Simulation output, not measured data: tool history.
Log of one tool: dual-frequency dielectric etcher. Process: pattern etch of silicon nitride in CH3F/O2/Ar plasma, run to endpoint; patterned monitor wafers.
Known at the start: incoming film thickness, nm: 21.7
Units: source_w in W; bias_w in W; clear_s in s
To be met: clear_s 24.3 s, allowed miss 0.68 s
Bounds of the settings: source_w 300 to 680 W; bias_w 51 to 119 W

| run | hour | source_w | bias_w | clear_s |
|---|---|---|---|---|
| 1 | 0 | 490 | 85 | 28.124 |
| 2 | 4.7 | 520 | 87 | 27.031 |
| 3 | 10 | 540 | 88 | 27.131 |
| 4 | 12.6 | 560 | 92 | 26.831 |
| 5 | 16 | 560 | 79 | 28.004 |
| 6 | 22.8 | 580 | 85 | 26.675 |
| 7 | 28.5 | 600 | 88 | 26.002 |
| 8 | 29.6 | 610 | 89 | 25.552 |
| 9 | 36 | 620 | 90 | 25.813 |
| 10 | 40.1 | 630 | 92 | 25.414 |
| 11 | 44 | 640 | 93 | 25.045 |

Which of these 4 next moves meets every target?
| A | 47.9 | 680 | 112 | ? |
| B | 47.9 | 680 | 114 | ? |
| C | 47.9 | 620 | 104 | ? |
| D | 47.9 | 680 | 111 | ? |

| move | clear_s |
|---|---|
| A | 23.052 |
| B | 22.898 |
| C | 24.408 |
| D | 23.131 |
A: takes the result that was furthest off past its target
B: takes the result that was furthest off past its target
C: meets every target
D: takes the result that was furthest off past its target
The right move is C.

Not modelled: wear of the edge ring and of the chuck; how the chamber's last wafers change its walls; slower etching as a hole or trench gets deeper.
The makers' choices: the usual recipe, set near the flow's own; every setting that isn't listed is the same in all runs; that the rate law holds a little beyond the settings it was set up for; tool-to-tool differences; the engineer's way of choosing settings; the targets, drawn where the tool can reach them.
